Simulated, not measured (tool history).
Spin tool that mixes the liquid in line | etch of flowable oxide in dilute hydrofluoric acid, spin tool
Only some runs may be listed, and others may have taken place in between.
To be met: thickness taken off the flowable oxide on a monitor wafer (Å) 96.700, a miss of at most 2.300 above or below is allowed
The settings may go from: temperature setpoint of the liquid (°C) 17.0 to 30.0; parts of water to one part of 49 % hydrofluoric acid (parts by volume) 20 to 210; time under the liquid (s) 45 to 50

run	day	temperature setpoint of the liquid (°C)	parts of water to one part of 49 % hydrofluoric acid (parts by volume)	time under the liquid (s)	thickness taken off the flowable oxide on a monitor wafer (Å)
1	0.000	22.0	115	45	118.570
2	0.304	21.0	115	45	115.270
3	0.617	21.0	115	50	127.060
4	0.692	21.0	155	50	90.376
5	0.950	21.0	120	50	121.650
6	1.321	23.0	120	50	130.870
7	1.617	21.5	125	50	117.990
8	1.762	20.5	125	50	112.940
9	2.100	20.0	125	50	110.790
10	2.262	19.5	125	50	108.840
11	2.471	19.0	125	50	106.390
12	2.771	18.5	125	50	103.800
13	2.938	18.0	125	50	101.910
14	3.117	17.5	125	50	100.130

Which of these 4 next moves meets every target?
A	3.296	17.5	130	50	?
B	3.296	18.0	125	50	?
C	3.296	20.5	135	50	?
D	3.296	17.0	105	45	?

move	thickness taken off the flowable oxide on a monitor wafer (Å)
A	96.452
B	102.920
C	104.370
D	107.980
A: in spec on every target
B: its largest miss is bigger than the last run's
C: its largest miss is bigger than the last run's
D: its largest miss is bigger than the last run's
A meets every target.
